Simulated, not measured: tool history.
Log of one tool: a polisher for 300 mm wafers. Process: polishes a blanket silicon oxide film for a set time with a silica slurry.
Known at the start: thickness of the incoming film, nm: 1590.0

run  hour  flow of slurry (ml/min)  pressure of the wafer on the pad (kPa)  speed of the pad under the wafer (m/s)  abrasive content of the slurry  polishing time (s)  film removed (Å)
  1     0                      240                                      29                                    1.46                               1                 116            4763.2
  2   6.9                      240                                    27.6                                    1.46                               1                 116            4576.9
  3  12.3                      240                                    26.9                                    1.46                               1                 116            4381.4
  4  17.5                      195                                    26.9                                    1.46                               1                 116            4300.1
  5  26.2                      195                                    26.2                                    1.46                               1                 116            4220.3
  6  29.1                      195                                    26.2                                    1.46                               1                 116            4168.7

The next listed run, before its measurement:
  7  32.3                      190                                    17.9                                    1.44                               1                 116                 ?

Run 7 gave film removed (Å) 2877.1.
